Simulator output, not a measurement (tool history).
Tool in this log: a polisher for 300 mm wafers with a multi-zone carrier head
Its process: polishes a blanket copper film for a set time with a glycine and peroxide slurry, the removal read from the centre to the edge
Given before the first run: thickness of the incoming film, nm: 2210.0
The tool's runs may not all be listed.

| run | day | flow of slurry (ml/min) | pressure of the head's centre zone | pressure of the head's middle zone | pressure of the head's edge zone | polishing time (s) | film removed at the wafer's centre (nm) | film removed at mid-radius (nm) | film removed at the wafer's edge (nm) |
|---|---|---|---|---|---|---|---|---|---|
| 1 | 0.000 | 235 | 1.00 | 1.00 | 1.00 | 88 | 275.13 | 278.32 | 274.78 |
| 2 | 0.233 | 235 | 1.00 | 1.00 | 1.00 | 96 | 295.73 | 303.61 | 301.86 |
| 3 | 0.288 | 235 | 1.00 | 1.00 | 0.92 | 96 | 292.81 | 303.89 | 289.73 |
| 4 | 0.579 | 235 | 0.94 | 1.00 | 0.92 | 96 | 280.85 | 303.42 | 290.01 |
| 5 | 0.938 | 270 | 0.94 | 1.00 | 0.92 | 96 | 281.78 | 310.42 | 296.06 |
| 6 | 1.292 | 270 | 0.94 | 1.00 | 0.95 | 96 | 287.36 | 305.17 | 298.64 |
| 7 | 1.371 | 255 | 0.92 | 0.99 | 0.96 | 90 | 261.57 | 280.44 | 281.41 |
| 8 | 1.596 | 250 | 0.90 | 0.98 | 0.96 | 85 | 241.56 | 264.14 | 266.94 |
| 9 | 1.742 | 245 | 0.89 | 0.96 | 0.95 | 81 | 221.23 | 245.71 | 252.14 |
| 10 | 1.971 | 240 | 0.89 | 0.94 | 0.94 | 78 | 213.70 | 237.10 | 238.20 |

What will run 11 give?
| 11 | 2.242 | 240 | 0.89 | 0.92 | 0.95 | 75 | ? | ? | ? |

film removed at the wafer's centre (nm): 206.04
film removed at mid-radius (nm): 222.32
film removed at the wafer's edge (nm): 230.35
